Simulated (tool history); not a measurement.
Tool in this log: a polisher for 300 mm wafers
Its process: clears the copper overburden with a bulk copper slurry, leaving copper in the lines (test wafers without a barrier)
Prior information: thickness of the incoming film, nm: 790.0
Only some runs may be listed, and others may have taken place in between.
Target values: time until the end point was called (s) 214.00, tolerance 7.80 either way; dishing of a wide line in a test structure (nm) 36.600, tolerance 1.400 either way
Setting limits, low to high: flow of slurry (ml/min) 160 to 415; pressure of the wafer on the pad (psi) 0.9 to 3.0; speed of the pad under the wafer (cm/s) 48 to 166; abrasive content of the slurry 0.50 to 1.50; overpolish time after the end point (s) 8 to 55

run,day,flow of slurry (ml/min),pressure of the wafer on the pad (psi),speed of the pad under the wafer (cm/s),abrasive content of the slurry,overpolish time after the end point (s),time until the end point was called (s),dishing of a wide line in a test structure (nm)
1,0.000,265,1.9,106,1.00,28,124.66,84.866
2,0.088,265,1.9,130,1.00,28,108.58,92.816
3,0.275,295,1.9,130,1.00,28,105.77,91.426
4,0.504,295,1.9,148,1.00,28,98.34,96.456
5,0.775,295,1.4,148,1.00,28,131.40,76.634
6,0.950,295,1.4,124,1.00,28,147.69,71.559
7,1.250,300,1.3,116,1.00,24,166.47,59.791
8,1.392,305,1.3,112,1.00,21,170.92,53.590
9,1.704,310,1.2,110,1.00,19,183.33,46.705
10,1.892,315,1.1,110,1.00,18,202.05,41.933
11,2.112,320,1.1,110,1.00,17,197.70,39.299
12,2.150,300,0.9,110,1.00,16,246.11,31.498
13,2.258,315,0.9,110,1.00,16,245.90,31.996
14,2.479,335,0.9,110,1.00,16,240.98,31.747
15,2.712,320,0.9,110,1.00,16,242.26,31.828

Exercise: of the 5 proposed moves below, exactly one satisfies all targets within the stated allowed misses. Which move is it?
A,2.946,260,1.0,132,1.15,15,?,?
B,2.946,325,1.1,108,1.00,18,?,?
C,2.946,310,1.0,108,1.15,14,?,?
D,2.946,355,1.2,84,1.05,16,?,?
E,2.946,310,1.1,100,1.00,19,?,?

move,time until the end point was called (s),dishing of a wide line in a test structure (nm)
A,191.21,37.524
B,205.36,41.327
C,215.98,32.260
D,217.29,36.411
E,217.05,41.286
A: the result that was furthest off in the last run now lies on the other side of its target
B: the result that was furthest off in the last run now lies on the other side of its target
C: brings the result that was furthest off to its target, and leaves another outside
D: each result inside its tolerance
E: brings the result that was furthest off to its target, and leaves another outside
D is the move that brings every result within its allowed miss.
